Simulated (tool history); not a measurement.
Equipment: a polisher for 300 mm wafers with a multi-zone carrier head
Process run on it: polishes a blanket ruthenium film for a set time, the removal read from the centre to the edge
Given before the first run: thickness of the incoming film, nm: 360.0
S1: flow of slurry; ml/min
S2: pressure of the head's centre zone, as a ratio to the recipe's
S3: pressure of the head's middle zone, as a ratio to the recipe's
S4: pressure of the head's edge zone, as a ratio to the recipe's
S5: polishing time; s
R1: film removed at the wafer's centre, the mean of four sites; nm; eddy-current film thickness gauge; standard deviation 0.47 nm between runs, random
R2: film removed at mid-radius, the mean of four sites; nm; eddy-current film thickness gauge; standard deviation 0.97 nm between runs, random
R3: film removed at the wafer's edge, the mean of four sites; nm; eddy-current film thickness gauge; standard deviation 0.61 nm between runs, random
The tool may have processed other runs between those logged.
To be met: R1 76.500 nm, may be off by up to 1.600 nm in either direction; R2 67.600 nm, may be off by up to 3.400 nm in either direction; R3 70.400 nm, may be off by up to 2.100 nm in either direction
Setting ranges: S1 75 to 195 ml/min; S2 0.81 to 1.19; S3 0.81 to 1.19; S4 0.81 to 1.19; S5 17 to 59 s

run 1 hour=0.0 | S1=125 S2=1.00 S3=1.00 S4=1.00 S5=38 | R1=55.137 R2=53.336 R3=53.760
run 2 hour=2.1 | S1=105 S2=1.00 S3=1.00 S4=1.00 S5=38 | R1=51.914 R2=51.220 R3=52.511
run 3 hour=5.5 | S1=115 S2=1.02 S3=1.01 S4=1.03 S5=39 | R1=56.099 R2=54.499 R3=54.486
run 4 hour=6.7 | S1=125 S2=1.02 S3=1.00 S4=1.05 S5=40 | R1=58.174 R2=56.484 R3=57.677
run 5 hour=12.0 | S1=125 S2=1.02 S3=1.00 S4=1.05 S5=49 | R1=72.056 R2=70.112 R3=71.233
run 6 hour=17.0 | S1=130 S2=1.03 S3=0.99 S4=1.04 S5=49 | R1=74.007 R2=70.641 R3=70.432
run 7 hour=20.6 | S1=130 S2=1.03 S3=0.98 S4=1.04 S5=49 | R1=74.363 R2=69.312 R3=70.400
run 8 hour=23.4 | S1=130 S2=1.03 S3=0.97 S4=1.04 S5=49 | R1=73.613 R2=67.878 R3=71.720
run 9 hour=28.0 | S1=130 S2=1.03 S3=0.97 S4=1.03 S5=49 | R1=74.313 R2=66.724 R3=71.351

Of the 5 settings listed for the next run, only one would bring every result within its allowed miss of target. Which one?
run A hour=32.6 | S1=120 S2=1.04 S3=0.93 S4=1.04 S5=48 | R1=? R2=? R3=?
run B hour=32.6 | S1=115 S2=1.08 S3=0.94 S4=1.08 S5=48 | R1=? R2=? R3=?
run C hour=32.6 | S1=130 S2=1.02 S3=1.00 S4=1.04 S5=49 | R1=? R2=? R3=?
run D hour=32.6 | S1=155 S2=1.09 S3=0.97 S4=1.09 S5=46 | R1=? R2=? R3=?
run E hour=32.6 | S1=105 S2=1.00 S3=1.00 S4=1.02 S5=54 | R1=? R2=? R3=?

move=A R1=71.293 R2=62.084 R3=69.977
move=B R1=73.107 R2=61.917 R3=70.498
move=C R1=73.038 R2=68.720 R3=72.370
move=D R1=76.497 R2=65.280 R3=71.185
move=E R1=73.887 R2=71.507 R3=76.048
A: moves away from the targets compared with the last run
B: moves away from the targets compared with the last run
C: moves away from the targets compared with the last run
D: each result inside its tolerance
E: moves away from the targets compared with the last run
Correct choice: D, which meets every target
